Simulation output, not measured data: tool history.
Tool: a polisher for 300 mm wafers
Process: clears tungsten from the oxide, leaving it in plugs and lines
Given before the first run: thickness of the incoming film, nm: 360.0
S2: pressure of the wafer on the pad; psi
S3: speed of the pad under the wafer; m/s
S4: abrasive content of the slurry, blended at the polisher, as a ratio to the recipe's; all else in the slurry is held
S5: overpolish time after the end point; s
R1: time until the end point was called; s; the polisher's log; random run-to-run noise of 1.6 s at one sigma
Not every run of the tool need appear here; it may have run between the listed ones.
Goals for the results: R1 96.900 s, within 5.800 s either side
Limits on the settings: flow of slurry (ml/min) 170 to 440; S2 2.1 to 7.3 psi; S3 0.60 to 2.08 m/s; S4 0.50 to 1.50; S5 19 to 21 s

{"run": 1, "day": 0.0, "flow of slurry (ml/min)": 280, "S2": 4.7, "S3": 1.34, "S4": 1.0, "S5": 19, "R1": 55.658}
{"run": 2, "day": 0.158, "flow of slurry (ml/min)": 280, "S2": 4.7, "S3": 1.34, "S4": 1.15, "S5": 19, "R1": 54.902}
{"run": 3, "day": 0.188, "flow of slurry (ml/min)": 250, "S2": 4.7, "S3": 1.34, "S4": 1.15, "S5": 19, "R1": 54.22}
{"run": 4, "day": 0.475, "flow of slurry (ml/min)": 250, "S2": 4.7, "S3": 1.34, "S4": 1.25, "S5": 19, "R1": 53.858}
{"run": 5, "day": 0.842, "flow of slurry (ml/min)": 250, "S2": 3.7, "S3": 1.34, "S4": 1.25, "S5": 19, "R1": 67.299}
{"run": 6, "day": 0.95, "flow of slurry (ml/min)": 250, "S2": 3.4, "S3": 1.32, "S4": 1.25, "S5": 19, "R1": 75.341}
{"run": 7, "day": 1.196, "flow of slurry (ml/min)": 250, "S2": 3.2, "S3": 1.32, "S4": 1.25, "S5": 19, "R1": 79.728}
{"run": 8, "day": 1.35, "flow of slurry (ml/min)": 250, "S2": 3.0, "S3": 1.32, "S4": 1.25, "S5": 19, "R1": 85.695}
{"day": 1.721, "done": "slurry tank refilled with fresh slurry and peroxide"}
{"run": 9, "day": 1.721, "flow of slurry (ml/min)": 250, "S2": 2.9, "S3": 1.32, "S4": 1.25, "S5": 19, "R1": 77.615}
{"run": 10, "day": 2.029, "flow of slurry (ml/min)": 250, "S2": 2.7, "S3": 1.3, "S4": 1.25, "S5": 19, "R1": 82.322}
{"run": 11, "day": 2.217, "flow of slurry (ml/min)": 250, "S2": 2.1, "S3": 1.24, "S4": 1.25, "S5": 19, "R1": 106.93}

5 candidate next runs follow, results not yet known. Just one meets every target within its allowed miss. Identify it.
{"run": "A", "day": 2.404, "flow of slurry (ml/min)": 240, "S2": 2.5, "S3": 1.16, "S4": 1.25, "S5": 19, "R1": "?"}
{"run": "B", "day": 2.404, "flow of slurry (ml/min)": 245, "S2": 2.5, "S3": 1.34, "S4": 1.25, "S5": 19, "R1": "?"}
{"run": "C", "day": 2.404, "flow of slurry (ml/min)": 250, "S2": 2.5, "S3": 1.34, "S4": 1.3, "S5": 19, "R1": "?"}
{"run": "D", "day": 2.404, "flow of slurry (ml/min)": 210, "S2": 2.9, "S3": 1.24, "S4": 0.85, "S5": 19, "R1": "?"}
{"run": "E", "day": 2.404, "flow of slurry (ml/min)": 305, "S2": 2.8, "S3": 1.2, "S4": 1.2, "S5": 21, "R1": "?"}

move=A R1=98.861
move=B R1=86.988
move=C R1=86.205
move=D R1=87.763
move=E R1=85.388
A: each result inside its tolerance
B: moves the result that the last run missed by most past its target, out the other side
C: moves the result that the last run missed by most past its target, out the other side
D: moves the result that the last run missed by most past its target, out the other side
E: moves the result that the last run missed by most past its target, out the other side
Go with A: it meets all targets.
